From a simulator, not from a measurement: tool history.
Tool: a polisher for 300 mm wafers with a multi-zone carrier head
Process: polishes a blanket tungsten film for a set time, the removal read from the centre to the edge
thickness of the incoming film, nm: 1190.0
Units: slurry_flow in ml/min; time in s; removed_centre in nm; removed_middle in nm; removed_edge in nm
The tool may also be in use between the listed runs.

{"run": 1, "hour": 0.0, "slurry_flow": 190, "centre_zone": 1, "middle_zone": 1, "edge_zone": 1, "slurry_solids": 1, "time": 85, "removed_centre": 422.96, "removed_middle": 401.8, "removed_edge": 409.9}
{"run": 2, "hour": 4.3, "slurry_flow": 185, "centre_zone": 0.98, "middle_zone": 1, "edge_zone": 1, "slurry_solids": 1, "time": 85, "removed_centre": 401.41, "removed_middle": 397.88, "removed_edge": 425.34}
{"run": 3, "hour": 7.7, "slurry_flow": 180, "centre_zone": 0.97, "middle_zone": 1, "edge_zone": 0.98, "slurry_solids": 0.95, "time": 85, "removed_centre": 403.81, "removed_middle": 392.23, "removed_edge": 413.93}
{"run": 4, "hour": 16.3, "slurry_flow": 180, "centre_zone": 0.97, "middle_zone": 1.04, "edge_zone": 0.98, "slurry_solids": 0.95, "time": 85, "removed_centre": 400.78, "removed_middle": 407.56, "removed_edge": 410.36}
{"run": 5, "hour": 21.3, "slurry_flow": 175, "centre_zone": 0.96, "middle_zone": 1.04, "edge_zone": 0.97, "slurry_solids": 0.9, "time": 85, "removed_centre": 388.98, "removed_middle": 400.7, "removed_edge": 414.01}
{"run": 6, "hour": 29.5, "slurry_flow": 175, "centre_zone": 0.96, "middle_zone": 1.04, "edge_zone": 0.97, "slurry_solids": 0.7, "time": 85, "removed_centre": 363.47, "removed_middle": 381.18, "removed_edge": 385.1}
{"run": 7, "hour": 32.0, "slurry_flow": 170, "centre_zone": 0.96, "middle_zone": 1.04, "edge_zone": 0.97, "slurry_solids": 0.7, "time": 85, "removed_centre": 361.04, "removed_middle": 373.92, "removed_edge": 381.37}

Run 8 comes next. What will it give?
{"run": 8, "hour": 36.7, "slurry_flow": 165, "centre_zone": 0.94, "middle_zone": 1.05, "edge_zone": 0.97, "slurry_solids": 0.7, "time": 85, "removed_centre": "?", "removed_middle": "?", "removed_edge": "?"}

Run 8 gave removed_centre 352.24 nm, removed_middle 376.88 nm, removed_edge 382.05 nm.
